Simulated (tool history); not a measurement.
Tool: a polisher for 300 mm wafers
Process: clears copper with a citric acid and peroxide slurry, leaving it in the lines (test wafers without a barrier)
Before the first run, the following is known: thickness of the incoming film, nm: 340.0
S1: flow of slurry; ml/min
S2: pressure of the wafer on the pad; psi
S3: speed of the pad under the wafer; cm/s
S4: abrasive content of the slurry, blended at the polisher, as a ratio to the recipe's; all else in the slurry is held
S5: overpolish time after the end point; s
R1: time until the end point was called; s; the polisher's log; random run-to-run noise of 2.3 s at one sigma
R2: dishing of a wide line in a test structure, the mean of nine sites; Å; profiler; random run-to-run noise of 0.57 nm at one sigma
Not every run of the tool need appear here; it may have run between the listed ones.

run  hour   S1   S2   S3  S4  S5      R1      R2
  1     0  135  2.6  136   1  27  109.17   504.1
  2   2.8  130  2.4  136   1  28     120  504.45
  3     7  130  2.3  136   1  28   121.2  476.65
  4    12  125  2.2  136   1  29  124.44  473.84
  5  18.1  125  2.1  134   1  30  127.44  476.05
  6  18.9  125  2.1  134   1  25   127.2  416.96

Run 7, settings as shown, results not yet in. Your forecast:
  7  26.4  125  2.1  134   1  25   ?   ?

R1: 129.77 s
R2: 412.9 Å
